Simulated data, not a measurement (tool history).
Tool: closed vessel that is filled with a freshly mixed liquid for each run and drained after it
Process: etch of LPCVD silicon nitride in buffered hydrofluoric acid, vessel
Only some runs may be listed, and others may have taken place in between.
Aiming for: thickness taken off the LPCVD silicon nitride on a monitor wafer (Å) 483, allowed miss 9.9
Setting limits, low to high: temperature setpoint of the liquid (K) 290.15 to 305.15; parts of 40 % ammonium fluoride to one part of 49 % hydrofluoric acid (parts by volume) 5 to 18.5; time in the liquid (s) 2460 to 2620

run	hour	temperature setpoint of the liquid (K)	parts of 40 % ammonium fluoride to one part of 49 % hydrofluoric acid (parts by volume)	time in the liquid (s)	thickness taken off the LPCVD silicon nitride on a monitor wafer (Å)
1	0	298.15	11.5	2460	351.35
2	8.4	298.15	13	2460	311.05
3	12.6	299.65	13	2460	339.53
4	15.9	297.15	13	2460	297.81
5	22	299.65	12.5	2460	355.41
6	27.1	298.15	12.5	2460	325.76
7	32.6	300.65	12.5	2460	372.87
8	39.9	302.15	12.5	2460	402.71
9	47.5	303.15	12.5	2460	427.06
10	49.1	303.65	12.5	2460	438.6
11	54.1	304.15	12.5	2460	451.01
12	62.3	304.65	12.5	2460	461.44
13	68.9	304.65	12.5	2460	459.33

Consider the 5 candidate settings below. Which is the only one whose results all fall within their allowed miss of target?
A	75.5	305.15	12	2540	?
B	75.5	305.15	13	2590	?
C	75.5	303.65	12.5	2460	?
D	75.5	304.65	11.5	2475	?
E	75.5	304.15	13.5	2490	?

move	thickness taken off the LPCVD silicon nitride on a monitor wafer (Å)
A	513.01
B	483.81
C	441.57
D	507.71
E	425.56
A: pushes the last run's worst result past its target
B: all results in spec
C: misses by more than the last run did
D: pushes the last run's worst result past its target
E: misses by more than the last run did
Go with B: it meets all targets.

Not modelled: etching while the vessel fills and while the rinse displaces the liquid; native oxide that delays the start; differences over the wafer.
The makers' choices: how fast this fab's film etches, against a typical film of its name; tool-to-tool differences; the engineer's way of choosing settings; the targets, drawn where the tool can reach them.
